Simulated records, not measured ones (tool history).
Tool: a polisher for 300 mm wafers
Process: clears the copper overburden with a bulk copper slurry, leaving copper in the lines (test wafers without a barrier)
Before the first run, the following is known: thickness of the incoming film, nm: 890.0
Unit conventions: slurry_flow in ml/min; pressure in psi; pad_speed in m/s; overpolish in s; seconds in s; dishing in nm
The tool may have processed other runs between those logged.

run    day  slurry_flow  pressure  pad_speed  slurry_solids  overpolish  seconds  dishing
  1  0.000          300       2.2       1.28            1.0          11   114.42   49.780
  2  0.225          300       2.2       1.28            1.0           8   115.77   40.555
  3  0.521          330       2.2       1.28            1.0           8   114.98   40.599
  4  0.729          265       2.2       1.28            1.0           8   118.51   40.632
  5  0.950          265       2.2       1.28            1.2           8   114.61   41.862
  6  1.150          265       2.1       1.26            1.2           9   120.00   42.790
  7  1.229          265       2.0       1.24            1.2          10   125.13   44.375

Run 8 comes next. What will it give?
  8  1.346          265       1.9       1.22            1.2          11        ?        ?

{"run 8": {"seconds": 131.59, "dishing": 46.046}}
